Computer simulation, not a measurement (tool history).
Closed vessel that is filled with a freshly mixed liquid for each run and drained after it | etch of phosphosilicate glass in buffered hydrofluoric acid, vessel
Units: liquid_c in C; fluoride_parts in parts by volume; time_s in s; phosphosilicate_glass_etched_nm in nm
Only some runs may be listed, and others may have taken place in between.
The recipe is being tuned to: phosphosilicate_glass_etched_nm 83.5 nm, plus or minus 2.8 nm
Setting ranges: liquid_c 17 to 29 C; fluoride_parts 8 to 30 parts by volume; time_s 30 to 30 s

run,hour,liquid_c,fluoride_parts,time_s,phosphosilicate_glass_etched_nm
1,0,21,22.5,30,44.49
2,5.6,21,22.5,30,44.533
3,6.8,19,22.5,30,40.288
4,8.2,19,22.5,30,39.637
5,16.8,19,25,30,37.764
6,19.7,20,23.5,30,40.186
7,23.6,21,22.5,30,44.979
8,31.8,22,22,30,48.563
9,38.9,23,21.5,30,51.82
10,45.7,23.5,21,30,54.202
11,49.3,24,20.5,30,56.784
12,50,24.5,20,30,59.453
13,51.8,25,19.5,30,63.838
# hour 60.6: hydrofluoric acid flow meter replaced
14,60.6,29,18.5,30,77.88
15,66.3,29,16,30,89.986
16,70.5,29,16,30,88.968
17,71.6,28.5,16,30,86.143

Of the 4 settings listed for the next run, only one would bring every result within its allowed miss of target. Which one?
A,72.7,27.5,14.5,30,?
B,72.7,28,14,30,?
C,72.7,26,13.5,30,?
D,72.7,28.5,16.5,30,?

move,phosphosilicate_glass_etched_nm
A,91.194
B,96.935
C,90.249
D,84.727
A: misses by more than the last run did
B: misses by more than the last run did
C: misses by more than the last run did
D: all results land within tolerance of their targets
D is the move that brings every result within its allowed miss.
